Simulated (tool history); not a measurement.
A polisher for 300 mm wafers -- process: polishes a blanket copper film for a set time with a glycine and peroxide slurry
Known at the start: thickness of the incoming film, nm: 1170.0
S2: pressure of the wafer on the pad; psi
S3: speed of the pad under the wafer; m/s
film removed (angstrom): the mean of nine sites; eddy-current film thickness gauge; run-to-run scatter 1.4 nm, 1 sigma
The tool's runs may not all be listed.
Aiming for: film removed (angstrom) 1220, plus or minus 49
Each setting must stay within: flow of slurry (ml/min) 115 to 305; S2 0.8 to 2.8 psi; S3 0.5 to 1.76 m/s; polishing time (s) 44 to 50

{"run": 1, "hour": 0.0, "flow of slurry (ml/min)": 195, "S2": 1.8, "S3": 1.12, "polishing time (s)": 50, "film removed (angstrom)": 2320.3}
{"run": 2, "hour": 3.3, "flow of slurry (ml/min)": 195, "S2": 1.5, "S3": 1.04, "polishing time (s)": 50, "film removed (angstrom)": 1950.9}
{"run": 3, "hour": 8.7, "flow of slurry (ml/min)": 165, "S2": 1.5, "S3": 1.04, "polishing time (s)": 50, "film removed (angstrom)": 1913.8}
{"run": 4, "hour": 17.0, "flow of slurry (ml/min)": 165, "S2": 1.9, "S3": 1.04, "polishing time (s)": 50, "film removed (angstrom)": 2221.8}
{"run": 5, "hour": 19.8, "flow of slurry (ml/min)": 165, "S2": 1.9, "S3": 1.04, "polishing time (s)": 44, "film removed (angstrom)": 1952.4}
{"run": 6, "hour": 28.4, "flow of slurry (ml/min)": 160, "S2": 1.6, "S3": 1, "polishing time (s)": 44, "film removed (angstrom)": 1724.7}
{"run": 7, "hour": 33.5, "flow of slurry (ml/min)": 155, "S2": 1.4, "S3": 0.98, "polishing time (s)": 44, "film removed (angstrom)": 1511.3}
{"run": 8, "hour": 36.5, "flow of slurry (ml/min)": 150, "S2": 1.3, "S3": 0.98, "polishing time (s)": 44, "film removed (angstrom)": 1474.8}
{"run": 9, "hour": 43.7, "flow of slurry (ml/min)": 145, "S2": 1.2, "S3": 0.98, "polishing time (s)": 44, "film removed (angstrom)": 1404.1}

Next run, 5 choices. One meets every target within its allowed miss, the rest don't. Which?
{"run": "A", "hour": 50.9, "flow of slurry (ml/min)": 130, "S2": 0.9, "S3": 0.92, "polishing time (s)": 44, "film removed (angstrom)": "?"}
{"run": "B", "hour": 50.9, "flow of slurry (ml/min)": 115, "S2": 1.2, "S3": 1.16, "polishing time (s)": 48, "film removed (angstrom)": "?"}
{"run": "C", "hour": 50.9, "flow of slurry (ml/min)": 160, "S2": 1.1, "S3": 0.74, "polishing time (s)": 44, "film removed (angstrom)": "?"}
{"run": "D", "hour": 50.9, "flow of slurry (ml/min)": 160, "S2": 1.2, "S3": 1.04, "polishing time (s)": 46, "film removed (angstrom)": "?"}
{"run": "E", "hour": 50.9, "flow of slurry (ml/min)": 195, "S2": 0.8, "S3": 1.04, "polishing time (s)": 44, "film removed (angstrom)": "?"}

move=A film_removed_(angstrom)=1124
move=B film_removed_(angstrom)=1624.7
move=C film_removed_(angstrom)=1115.3
move=D film_removed_(angstrom)=1519.5
move=E film_removed_(angstrom)=1218.1
A: takes the result that was furthest off past its target
B: its largest miss is bigger than the last run's
C: takes the result that was furthest off past its target
D: its largest miss is bigger than the last run's
E: hits every target within its allowed miss
Go with E: it meets all targets.

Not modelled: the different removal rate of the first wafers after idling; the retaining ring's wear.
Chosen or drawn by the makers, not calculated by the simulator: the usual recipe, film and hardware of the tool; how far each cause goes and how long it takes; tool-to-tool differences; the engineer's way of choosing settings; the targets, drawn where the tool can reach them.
